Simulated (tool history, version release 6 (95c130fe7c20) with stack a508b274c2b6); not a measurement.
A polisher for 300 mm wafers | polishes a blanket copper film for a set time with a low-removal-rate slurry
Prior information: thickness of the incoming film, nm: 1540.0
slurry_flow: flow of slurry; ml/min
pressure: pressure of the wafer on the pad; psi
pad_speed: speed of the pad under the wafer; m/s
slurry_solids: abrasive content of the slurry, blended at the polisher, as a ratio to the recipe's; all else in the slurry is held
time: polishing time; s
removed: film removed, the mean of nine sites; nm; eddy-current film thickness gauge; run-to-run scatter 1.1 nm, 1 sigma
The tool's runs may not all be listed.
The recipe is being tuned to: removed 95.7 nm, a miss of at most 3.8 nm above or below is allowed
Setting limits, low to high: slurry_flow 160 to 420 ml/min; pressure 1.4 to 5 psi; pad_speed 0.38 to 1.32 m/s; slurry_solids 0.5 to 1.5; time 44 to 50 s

run    day  slurry_flow  pressure  pad_speed  slurry_solids  time  removed
  1      0          270       3.2       0.84              1    50   148.01
  2  0.054          270       3.2       0.84           0.85    50   144.61
  3  0.158          270       3.2       0.84           0.75    50   136.35
  4  0.279          270         3       0.84           0.75    50   131.92
  5  0.421          270       2.7       0.84           0.75    50    123.4
  6  0.558          270       2.7       0.94           0.75    50   134.29
  7  0.904          270       2.4       0.94           0.75    50   124.93
  8  1.125          270       2.2       0.94           0.75    50   118.15
  9  1.154          270         2       0.94           0.75    50   112.97
 10  1.496          270       1.9       0.94           0.75    50   109.27
 11  1.858          270       1.8       0.94           0.75    50   106.62
 12  2.229          270       1.7       0.94           0.75    50    100.2

Consider the 5 candidate settings below. Which is the only one whose results all fall within their allowed miss of target?
  A  2.6          280       2.2       0.84           0.65    49        ?
  B  2.6          245       2.3        0.9            0.5    50        ?
  C  2.6          255         2       1.06            0.6    44        ?
  D  2.6          260         2       0.92            0.8    49        ?
  E  2.6          315       1.7       0.92            0.7    48        ?

move  removed
   A   104.08
   B    110.2
   C   106.75
   D   109.85
   E   96.806
A: further off than the last run
B: further off than the last run
C: further off than the last run
D: further off than the last run
E: all results land within tolerance of their targets
Correct choice: E, which meets every target
